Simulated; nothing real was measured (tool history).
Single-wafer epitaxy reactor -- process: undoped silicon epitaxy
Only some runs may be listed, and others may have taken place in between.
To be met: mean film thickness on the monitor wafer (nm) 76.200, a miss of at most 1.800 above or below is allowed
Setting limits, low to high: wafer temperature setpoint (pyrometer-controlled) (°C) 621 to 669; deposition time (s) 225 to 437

| run | day | wafer temperature setpoint (pyrometer-controlled) (°C) | deposition time (s) | mean film thickness on the monitor wafer (nm) |
|---|---|---|---|---|
| 1 | 0.000 | 645 | 331 | 55.804 |
| 2 | 0.062 | 647 | 331 | 58.495 |
| 3 | 0.371 | 649 | 331 | 61.207 |
| 4 | 0.704 | 642 | 331 | 51.897 |
|  | 0.883 | pyrometer calibrated |
| 5 | 0.883 | 644 | 331 | 48.291 |
| 6 | 0.967 | 640 | 331 | 43.663 |
| 7 | 1.125 | 642 | 331 | 45.728 |
| 8 | 1.471 | 644 | 331 | 48.617 |
| 9 | 1.729 | 646 | 331 | 50.859 |
| 10 | 2.017 | 648 | 331 | 53.221 |
| 11 | 2.196 | 660 | 334 | 72.607 |
| 12 | 2.350 | 661 | 334 | 74.090 |

5 next moves are on the table. One of them brings every result within its allowed miss. Which?
| A | 2.504 | 659 | 366 | ? |
| B | 2.504 | 666 | 297 | ? |
| C | 2.504 | 658 | 336 | ? |
| D | 2.504 | 659 | 345 | ? |
| E | 2.504 | 659 | 343 | ? |

| move | mean film thickness on the monitor wafer (nm) |
|---|---|
| A | 76.604 |
| B | 73.318 |
| C | 68.671 |
| D | 72.209 |
| E | 71.790 |
A: in spec on every target
B: its largest miss is bigger than the last run's
C: its largest miss is bigger than the last run's
D: its largest miss is bigger than the last run's
E: its largest miss is bigger than the last run's
So the answer is move A, the one that meets all the targets.

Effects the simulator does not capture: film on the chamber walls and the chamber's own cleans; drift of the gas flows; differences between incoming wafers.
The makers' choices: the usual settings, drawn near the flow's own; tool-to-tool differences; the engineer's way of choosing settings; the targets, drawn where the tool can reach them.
